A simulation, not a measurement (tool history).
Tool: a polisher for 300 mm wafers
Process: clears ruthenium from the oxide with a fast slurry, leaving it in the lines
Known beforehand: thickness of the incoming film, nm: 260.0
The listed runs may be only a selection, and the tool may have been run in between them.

run	hour	flow of slurry (ml/min)	pressure of the wafer on the pad (psi)	speed of the pad under the wafer (m/s)	abrasive content of the slurry	overpolish time after the end point (s)	time until the end point was called (s)	dishing of a wide line in a test structure (angstrom)
1	0	225	2.1	1.14	1	18	83.056	511.23
2	0.9	225	2.2	1.14	1	19	78.829	546.31
3	5.2	225	1.7	1.14	1	19	102.91	446.88
4	8.9	225	1.9	1.14	1	20	90.832	508.24
5	13.7	185	1.9	1.14	1	20	93.212	493.56
6	14.4	135	1.9	1.14	1	20	98.764	474.51
7	22.9	200	2.5	1.16	1	23	69.377	704.99
8	27.3	210	2.5	1.16	1	23	68.408	703.1
9	33.7	220	2.5	1.16	1	23	68.01	706.53
10	34.7	225	2.5	1.16	1	23	68.094	705.66
# hour 41.1: head pressure recalibrated
11	41.1	230	2.6	1.16	1	23	60.926	789.82
12	45.1	235	2.6	1.16	1	23	60.318	786.92
13	47.2	240	2.6	1.16	1	23	60.499	772.36
14	54.8	245	2.6	1.16	1	23	60.322	794.29
15	60.9	250	2.6	1.16	1	23	60.239	785.85
16	67.7	255	2.6	1.16	1	23	60.093	801.5
17	74	260	2.6	1.16	1	23	60.314	784.36

Predict the results of run 18:
18	74.7	265	2.6	1.16	1	23	?	?

Run 18 came out at time until the end point was called (s) 61.112, dishing of a wide line in a test structure (angstrom) 783.2.
